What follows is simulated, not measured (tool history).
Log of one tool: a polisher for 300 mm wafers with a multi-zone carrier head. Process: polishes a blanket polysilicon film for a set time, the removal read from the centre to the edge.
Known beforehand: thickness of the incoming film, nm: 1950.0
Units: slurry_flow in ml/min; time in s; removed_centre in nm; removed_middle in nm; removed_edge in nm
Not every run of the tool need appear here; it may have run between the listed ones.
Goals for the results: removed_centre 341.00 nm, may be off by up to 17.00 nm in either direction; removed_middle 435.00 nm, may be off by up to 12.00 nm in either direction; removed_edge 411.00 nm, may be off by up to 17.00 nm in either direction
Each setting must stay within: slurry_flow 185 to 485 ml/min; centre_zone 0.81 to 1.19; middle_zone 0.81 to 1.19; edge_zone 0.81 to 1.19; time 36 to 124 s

run  hour  slurry_flow  centre_zone  middle_zone  edge_zone  time  removed_centre  removed_middle  removed_edge
  1   0.0          310         1.00         1.00       1.00    79          675.63          685.34        718.05
  2   0.9          310         0.98         1.00       0.99    75          663.61          648.21        681.22
  3   5.9          310         0.93         1.00       0.99    75          609.98          647.51        675.07
  4  10.3          305         0.92         1.01       0.99    71          569.10          611.70        620.39
  5  18.8          305         0.92         1.09       0.99    71          564.66          644.38        645.70
  6  26.2          300         0.91         1.09       0.99    68          549.02          620.27        615.33
  7  28.6          300         0.90         1.10       0.99    65          508.75          585.89        578.59
  8  33.1          295         0.89         1.11       0.99    63          481.63          572.87        561.16
  9  38.0          290         0.88         1.11       0.98    61          463.67          557.25        544.64
 10  42.4          285         0.87         1.11       0.97    60          450.07          541.35        528.34
 11  49.1          280         0.86         1.11       0.96    59          435.71          535.07        510.53

Which of these 4 next moves meets every target?
  A  55.8          260         0.91         1.11       0.92    48               ?               ?             ?
  B  55.8          275         0.94         1.09       1.08    69               ?               ?             ?
  C  55.8          325         0.83         1.12       0.94    47               ?               ?             ?
  D  55.8          185         0.81         1.06       0.99    51               ?               ?             ?

move  removed_centre  removed_middle  removed_edge
   A          377.42          431.54        412.09
   B          563.54          616.34        638.33
   C          343.69          432.82        412.85
   D          343.65          431.84        441.17
A: puts the biggest miss on target and leaves a different result outside tolerance
B: further off than the last run
C: every result lands within tolerance
D: puts the biggest miss on target and leaves a different result outside tolerance
Answer: C
